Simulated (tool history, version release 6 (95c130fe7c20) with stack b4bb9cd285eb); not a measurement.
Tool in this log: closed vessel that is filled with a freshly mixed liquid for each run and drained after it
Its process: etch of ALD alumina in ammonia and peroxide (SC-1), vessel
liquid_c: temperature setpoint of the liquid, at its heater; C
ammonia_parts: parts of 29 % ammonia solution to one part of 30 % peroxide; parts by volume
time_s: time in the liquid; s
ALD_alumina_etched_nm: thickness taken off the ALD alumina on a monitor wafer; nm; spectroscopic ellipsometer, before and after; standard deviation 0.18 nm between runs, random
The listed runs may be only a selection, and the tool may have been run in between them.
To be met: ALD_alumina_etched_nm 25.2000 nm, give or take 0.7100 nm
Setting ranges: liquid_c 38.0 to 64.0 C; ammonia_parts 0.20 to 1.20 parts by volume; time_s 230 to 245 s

run,hour,liquid_c,ammonia_parts,time_s,ALD_alumina_etched_nm
1,0.0,48.0,0.90,230,14.0260
2,8.8,48.0,0.60,230,13.5180
3,14.6,48.0,0.75,230,13.7420
4,19.1,41.5,0.75,230,9.4094
5,19.6,44.0,0.75,230,10.9960
6,25.7,44.0,0.90,230,11.0450
7,33.7,46.0,0.90,230,12.4080
8,41.5,48.0,0.90,230,14.0950
9,43.4,49.5,0.90,230,15.0840
10,44.0,51.0,0.90,230,16.5930
11,50.3,52.0,0.90,230,17.3280
12,54.5,60.0,0.95,230,26.4470
13,59.7,59.5,0.95,230,25.9120

Below are 4 possible settings for the next run. Only one of them brings all results inside the allowed miss of their targets. Which is it?
A,64.9,59.0,1.05,245,?
B,64.9,61.0,0.50,235,?
C,64.9,60.0,1.05,240,?
D,64.9,57.0,1.20,245,?

move,ALD_alumina_etched_nm
A,27.3420
B,27.0930
C,28.1990
D,24.9540
A: its largest miss is bigger than the last run's
B: its largest miss is bigger than the last run's
C: its largest miss is bigger than the last run's
D: all results in spec
Move D is the one to make.

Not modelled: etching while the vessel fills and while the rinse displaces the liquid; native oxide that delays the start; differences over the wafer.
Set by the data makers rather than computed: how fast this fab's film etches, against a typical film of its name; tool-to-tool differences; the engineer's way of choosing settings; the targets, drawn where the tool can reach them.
